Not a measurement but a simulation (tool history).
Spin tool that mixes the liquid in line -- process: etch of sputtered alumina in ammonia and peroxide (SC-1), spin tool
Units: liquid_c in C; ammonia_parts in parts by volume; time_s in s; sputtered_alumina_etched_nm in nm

{"run": 1, "hour": 0.0, "liquid_c": 55.0, "ammonia_parts": 0.8, "time_s": 30, "sputtered_alumina_etched_nm": 2.8491}
{"run": 2, "hour": 6.1, "liquid_c": 53.5, "ammonia_parts": 0.8, "time_s": 30, "sputtered_alumina_etched_nm": 2.6487}
{"run": 3, "hour": 10.0, "liquid_c": 53.5, "ammonia_parts": 0.95, "time_s": 30, "sputtered_alumina_etched_nm": 2.6818}
{"run": 4, "hour": 12.1, "liquid_c": 53.5, "ammonia_parts": 0.7, "time_s": 30, "sputtered_alumina_etched_nm": 2.6055}
{"run": 5, "hour": 13.6, "liquid_c": 53.5, "ammonia_parts": 0.7, "time_s": 30, "sputtered_alumina_etched_nm": 2.6202}
{"run": 6, "hour": 15.6, "liquid_c": 52.0, "ammonia_parts": 0.7, "time_s": 30, "sputtered_alumina_etched_nm": 2.4241}
{"run": 7, "hour": 23.9, "liquid_c": 51.0, "ammonia_parts": 0.7, "time_s": 30, "sputtered_alumina_etched_nm": 2.2864}
{"run": 8, "hour": 31.8, "liquid_c": 50.0, "ammonia_parts": 0.7, "time_s": 30, "sputtered_alumina_etched_nm": 2.1813}
{"run": 9, "hour": 39.4, "liquid_c": 50.0, "ammonia_parts": 0.7, "time_s": 30, "sputtered_alumina_etched_nm": 2.159}
{"run": 10, "hour": 42.4, "liquid_c": 49.0, "ammonia_parts": 0.7, "time_s": 30, "sputtered_alumina_etched_nm": 2.0586}
{"run": 11, "hour": 47.6, "liquid_c": 48.0, "ammonia_parts": 0.7, "time_s": 30, "sputtered_alumina_etched_nm": 1.9231}
{"run": 12, "hour": 56.0, "liquid_c": 47.5, "ammonia_parts": 0.7, "time_s": 30, "sputtered_alumina_etched_nm": 1.8818}
{"run": 13, "hour": 62.5, "liquid_c": 47.0, "ammonia_parts": 0.7, "time_s": 30, "sputtered_alumina_etched_nm": 1.8244}
{"run": 14, "hour": 69.2, "liquid_c": 46.5, "ammonia_parts": 0.7, "time_s": 30, "sputtered_alumina_etched_nm": 1.7941}
{"run": 15, "hour": 70.8, "liquid_c": 46.0, "ammonia_parts": 0.7, "time_s": 30, "sputtered_alumina_etched_nm": 1.7237}

Expected results for the next run?
{"run": 16, "hour": 74.4, "liquid_c": 45.5, "ammonia_parts": 0.7, "time_s": 30, "sputtered_alumina_etched_nm": "?"}

sputtered_alumina_etched_nm: 1.6687 nm
